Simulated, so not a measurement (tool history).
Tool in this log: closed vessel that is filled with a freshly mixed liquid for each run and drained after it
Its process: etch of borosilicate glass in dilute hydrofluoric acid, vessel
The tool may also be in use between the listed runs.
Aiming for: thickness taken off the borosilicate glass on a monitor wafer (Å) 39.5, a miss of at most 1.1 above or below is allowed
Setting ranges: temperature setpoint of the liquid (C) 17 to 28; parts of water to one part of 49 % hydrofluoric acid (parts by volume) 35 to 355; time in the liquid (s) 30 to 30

| run | hour | temperature setpoint of the liquid (C) | parts of water to one part of 49 % hydrofluoric acid (parts by volume) | time in the liquid (s) | thickness taken off the borosilicate glass on a monitor wafer (Å) |
|---|---|---|---|---|---|
| 1 | 0 | 20 | 195 | 30 | 52.614 |
| 2 | 6.9 | 17.5 | 195 | 30 | 46.966 |
| 3 | 9 | 17.5 | 130 | 30 | 76.053 |
| 4 | 12.8 | 17.5 | 85 | 30 | 120.9 |
| 5 | 19.1 | 17.5 | 115 | 30 | 86.832 |
| 6 | 22 | 19.5 | 115 | 30 | 94.676 |
| 7 | 26.7 | 19 | 140 | 30 | 73.238 |
| 8 | 35 | 19 | 140 | 30 | 73.654 |
| 9 | 39.1 | 19 | 140 | 30 | 73.942 |
| 10 | 40.3 | 18.5 | 160 | 30 | 63.187 |

Which single option among these 5 for the next run brings every result within its allowed miss of target? Just one does.
| A | 41.5 | 18 | 230 | 30 | ? |
| B | 41.5 | 19.5 | 210 | 30 | ? |
| C | 41.5 | 19.5 | 110 | 30 | ? |
| D | 41.5 | 24 | 160 | 30 | ? |
| E | 41.5 | 22 | 95 | 30 | ? |

| move | thickness taken off the borosilicate glass on a monitor wafer (Å) |
|---|---|
| A | 40.218 |
| B | 47.561 |
| C | 100.53 |
| D | 78.113 |
| E | 131.1 |
A: each result inside its tolerance
B: closer than the last run, but not yet in spec
C: misses by more than the last run did
D: misses by more than the last run did
E: misses by more than the last run did
The right move is A.
